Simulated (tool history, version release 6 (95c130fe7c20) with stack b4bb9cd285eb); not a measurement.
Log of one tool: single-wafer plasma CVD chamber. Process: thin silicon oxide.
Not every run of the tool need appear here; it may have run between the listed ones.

| run | day | heater temperature setpoint (°C) | chamber pressure (mTorr) | RF power (kW) | deposition time (s) | mean film thickness on the monitor wafer (nm) |
|---|---|---|---|---|---|---|
| 1 | 0.000 | 375 | 651 | 0.290 | 6.06 | 8.3053 |
| 2 | 0.250 | 375 | 661 | 0.290 | 6.06 | 8.4787 |
| 3 | 0.396 | 375 | 670 | 0.290 | 6.06 | 8.5475 |
| 4 | 0.708 | 375 | 621 | 0.290 | 6.06 | 8.1162 |
| 5 | 0.875 | 375 | 638 | 0.290 | 6.06 | 8.3170 |
| 6 | 0.983 | 375 | 638 | 0.270 | 6.06 | 8.0193 |
| 7 | 1.246 | 375 | 654 | 0.270 | 6.06 | 8.2455 |
| 8 | 1.400 | 375 | 654 | 0.270 | 6.06 | 8.0894 |
| 9 | 1.621 | 375 | 670 | 0.270 | 6.06 | 8.2741 |
| 10 | 1.825 | 375 | 685 | 0.270 | 6.06 | 8.4281 |

Predict the results of run 11:
| 11 | 1.888 | 375 | 698 | 0.270 | 6.06 | ? |

{"run 11": {"mean film thickness on the monitor wafer (nm)": 8.5881}}
